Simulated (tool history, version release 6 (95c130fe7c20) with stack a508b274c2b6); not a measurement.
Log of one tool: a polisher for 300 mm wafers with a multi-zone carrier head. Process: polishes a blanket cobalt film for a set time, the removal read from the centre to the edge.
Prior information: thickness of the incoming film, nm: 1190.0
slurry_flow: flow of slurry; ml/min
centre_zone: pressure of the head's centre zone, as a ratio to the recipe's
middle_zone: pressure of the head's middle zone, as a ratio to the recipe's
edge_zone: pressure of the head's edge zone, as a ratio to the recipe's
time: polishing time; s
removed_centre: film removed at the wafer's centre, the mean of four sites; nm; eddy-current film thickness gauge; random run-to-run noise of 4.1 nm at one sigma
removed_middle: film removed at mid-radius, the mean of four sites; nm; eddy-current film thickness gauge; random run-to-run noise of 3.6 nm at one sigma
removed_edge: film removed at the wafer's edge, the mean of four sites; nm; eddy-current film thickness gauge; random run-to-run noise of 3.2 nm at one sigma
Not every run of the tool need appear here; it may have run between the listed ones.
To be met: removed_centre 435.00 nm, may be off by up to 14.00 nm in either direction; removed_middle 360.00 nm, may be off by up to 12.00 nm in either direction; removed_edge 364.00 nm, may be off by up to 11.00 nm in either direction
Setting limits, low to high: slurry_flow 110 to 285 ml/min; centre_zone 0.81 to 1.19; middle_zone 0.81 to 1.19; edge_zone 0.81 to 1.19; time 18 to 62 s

run,hour,slurry_flow,centre_zone,middle_zone,edge_zone,time,removed_centre,removed_middle,removed_edge
1,0.0,180,1.00,1.00,1.00,40,250.46,251.63,252.11
2,4.4,180,1.00,1.00,0.96,40,248.02,253.02,242.59
3,13.0,180,1.00,1.00,1.01,40,255.79,247.74,253.12
4,19.2,180,1.00,1.06,1.01,40,251.98,259.53,249.26
5,26.6,195,1.04,1.08,1.04,43,284.42,292.00,277.96
6,33.0,195,1.04,1.11,1.04,43,286.90,296.49,277.40
7,40.2,210,1.08,1.07,1.03,45,317.54,296.53,288.75
8,47.3,220,1.11,1.09,1.06,47,338.83,323.61,307.85
9,55.1,230,1.13,1.07,1.06,49,359.94,331.98,327.62
10,59.6,235,1.15,1.06,1.04,50,378.34,343.13,322.62
11,64.5,240,1.16,1.04,1.05,51,388.00,344.18,334.51
12,72.1,245,1.17,1.02,1.05,52,394.49,345.43,338.83

Consider the 4 candidate settings below. Which is the only one whose results all fall within their allowed miss of target?
A,79.7,285,1.11,1.13,0.86,51,?,?,?
B,79.7,270,1.19,1.00,1.05,55,?,?,?
C,79.7,260,1.04,1.07,0.99,50,?,?,?
D,79.7,280,1.19,0.91,1.03,56,?,?,?

move,removed_centre,removed_middle,removed_edge
A,385.91,374.26,313.42
B,442.51,361.32,370.33
C,350.69,346.69,325.77
D,452.26,341.31,375.10
A: further off than the last run
B: all results land within tolerance of their targets
C: further off than the last run
D: takes the biggest miss from the last run beyond its target
Answer: B
